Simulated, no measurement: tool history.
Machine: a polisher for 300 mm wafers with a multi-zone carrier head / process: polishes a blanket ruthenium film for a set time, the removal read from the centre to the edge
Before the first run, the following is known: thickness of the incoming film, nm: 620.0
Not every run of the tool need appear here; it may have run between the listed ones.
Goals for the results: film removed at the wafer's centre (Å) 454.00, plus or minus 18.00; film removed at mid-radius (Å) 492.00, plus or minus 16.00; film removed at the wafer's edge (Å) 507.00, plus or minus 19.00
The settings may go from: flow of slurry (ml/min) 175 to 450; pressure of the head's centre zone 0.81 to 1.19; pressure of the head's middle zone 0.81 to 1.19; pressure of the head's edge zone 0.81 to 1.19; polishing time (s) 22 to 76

| run | hour | flow of slurry (ml/min) | pressure of the head's centre zone | pressure of the head's middle zone | pressure of the head's edge zone | polishing time (s) | film removed at the wafer's centre (Å) | film removed at mid-radius (Å) | film removed at the wafer's edge (Å) |
|---|---|---|---|---|---|---|---|---|---|
| 1 | 0.0 | 290 | 1.00 | 1.00 | 1.00 | 49 | 401.11 | 393.70 | 410.13 |
| 2 | 9.0 | 290 | 1.00 | 1.01 | 1.02 | 50 | 417.85 | 407.23 | 421.41 |
| 3 | 12.4 | 240 | 1.00 | 1.01 | 1.02 | 50 | 404.44 | 407.12 | 420.75 |
| 4 | 15.9 | 210 | 1.00 | 1.01 | 1.02 | 50 | 406.67 | 397.38 | 413.00 |
| 5 | 17.4 | 210 | 1.05 | 1.01 | 1.02 | 50 | 423.34 | 400.18 | 407.43 |
| 6 | 22.3 | 215 | 1.04 | 1.02 | 1.04 | 51 | 429.35 | 414.12 | 418.71 |
| 7 | 28.6 | 220 | 1.03 | 1.02 | 1.05 | 52 | 424.65 | 419.83 | 433.17 |
| 8 | 32.9 | 220 | 1.03 | 1.03 | 1.06 | 53 | 439.54 | 428.99 | 447.29 |
| 9 | 33.8 | 220 | 1.03 | 1.04 | 1.07 | 53 | 442.17 | 439.88 | 454.87 |
| 10 | 42.5 | 225 | 1.03 | 1.05 | 1.08 | 53 | 448.43 | 435.70 | 453.86 |
| 11 | 47.4 | 225 | 1.03 | 1.05 | 1.08 | 53 | 433.74 | 438.50 | 453.29 |
| 12 | 56.2 | 225 | 1.03 | 1.06 | 1.09 | 53 | 446.42 | 435.24 | 458.54 |
| 13 | 64.1 | 225 | 1.02 | 1.07 | 1.09 | 53 | 430.31 | 451.14 | 454.63 |
| 14 | 64.7 | 230 | 1.02 | 1.07 | 1.10 | 53 | 442.29 | 455.87 | 456.90 |
| 15 | 73.6 | 235 | 1.02 | 1.07 | 1.11 | 53 | 437.54 | 449.68 | 460.06 |
| 16 | 82.5 | 235 | 1.02 | 1.07 | 1.12 | 53 | 442.28 | 443.89 | 458.17 |
| 17 | 86.1 | 235 | 1.01 | 1.08 | 1.13 | 53 | 438.18 | 455.98 | 465.53 |
| 18 | 94.7 | 235 | 1.01 | 1.08 | 1.14 | 53 | 438.36 | 451.55 | 463.69 |
| 19 | 102.3 | 235 | 1.01 | 1.08 | 1.14 | 53 | 432.74 | 451.02 | 469.63 |
| 20 | 107.1 | 240 | 1.01 | 1.09 | 1.15 | 53 | 437.56 | 460.30 | 469.77 |

Exactly one of the 4 candidate moves below puts every result within its allowed miss. Which one?
| A | 111.9 | 210 | 1.09 | 1.19 | 1.09 | 49 | ? | ? | ? |
| B | 111.9 | 265 | 0.98 | 1.10 | 1.16 | 56 | ? | ? | ? |
| C | 111.9 | 235 | 1.06 | 1.02 | 1.19 | 52 | ? | ? | ? |
| D | 111.9 | 240 | 1.07 | 1.10 | 1.14 | 49 | ? | ? | ? |

| move | film removed at the wafer's centre (Å) | film removed at mid-radius (Å) | film removed at the wafer's edge (Å) |
|---|---|---|---|
| A | 416.99 | 451.17 | 418.37 |
| B | 439.04 | 493.46 | 502.96 |
| C | 435.35 | 424.51 | 469.67 |
| D | 415.33 | 427.50 | 433.03 |
A: moves away from the targets compared with the last run
B: each result inside its tolerance
C: moves away from the targets compared with the last run
D: moves away from the targets compared with the last run
So the answer is move B, the one that meets all the targets.

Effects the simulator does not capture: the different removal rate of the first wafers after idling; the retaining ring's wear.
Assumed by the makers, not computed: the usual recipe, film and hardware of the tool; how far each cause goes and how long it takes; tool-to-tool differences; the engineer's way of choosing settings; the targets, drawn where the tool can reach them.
